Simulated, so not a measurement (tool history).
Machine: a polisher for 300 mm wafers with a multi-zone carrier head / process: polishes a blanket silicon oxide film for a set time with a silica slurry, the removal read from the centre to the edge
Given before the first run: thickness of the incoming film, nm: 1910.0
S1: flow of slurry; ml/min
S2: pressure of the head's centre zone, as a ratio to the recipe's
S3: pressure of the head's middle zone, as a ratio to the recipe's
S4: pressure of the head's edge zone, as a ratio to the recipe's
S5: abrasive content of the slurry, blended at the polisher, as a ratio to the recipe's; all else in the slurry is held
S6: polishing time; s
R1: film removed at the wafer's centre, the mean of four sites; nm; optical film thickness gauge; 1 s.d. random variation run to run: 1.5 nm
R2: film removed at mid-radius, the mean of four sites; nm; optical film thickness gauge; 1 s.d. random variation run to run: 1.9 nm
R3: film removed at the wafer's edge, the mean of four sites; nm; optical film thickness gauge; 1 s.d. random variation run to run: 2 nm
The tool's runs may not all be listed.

Run 1, hour 0: S1 245 ml/min, S2 1, S3 1, S4 1, S5 1, S6 50 s. Result: R1 157.7 nm, R2 165.38 nm, R3 163.77 nm.
Run 2, hour 1.1: S1 255 ml/min, S2 1.01, S3 1.04, S4 1.04, S5 1.05, S6 50 s. Result: R1 162.33 nm, R2 176.98 nm, R3 173.13 nm.
Run 3, hour 6.7: S1 270 ml/min, S2 1.02, S3 1.07, S4 1.06, S5 1.05, S6 50 s. Result: R1 165.87 nm, R2 183.68 nm, R3 173.37 nm.
Run 4, hour 9.7: S1 275 ml/min, S2 1.02, S3 1.09, S4 1.09, S5 1.1, S6 50 s. Result: R1 169.57 nm, R2 185.19 nm, R3 179.23 nm.
Run 5, hour 12.7: S1 280 ml/min, S2 1.01, S3 1.12, S4 1.1, S5 1.15, S6 50 s. Result: R1 172.35 nm, R2 198.88 nm, R3 181.19 nm.
Run 6, hour 17.6: S1 285 ml/min, S2 1.01, S3 1.13, S4 1.12, S5 1.2, S6 50 s. Result: R1 176.54 nm, R2 205.1 nm, R3 186.57 nm.

The next listed run, before its measurement:
Run 7, hour 25.9: S1 290 ml/min, S2 1.01, S3 1.13, S4 1.13, S5 1.2, S6 50 s. Result: R1 ?, R2 ?, R3 ?.

R1: 177.12 nm
R2: 206.18 nm
R3: 189.55 nm
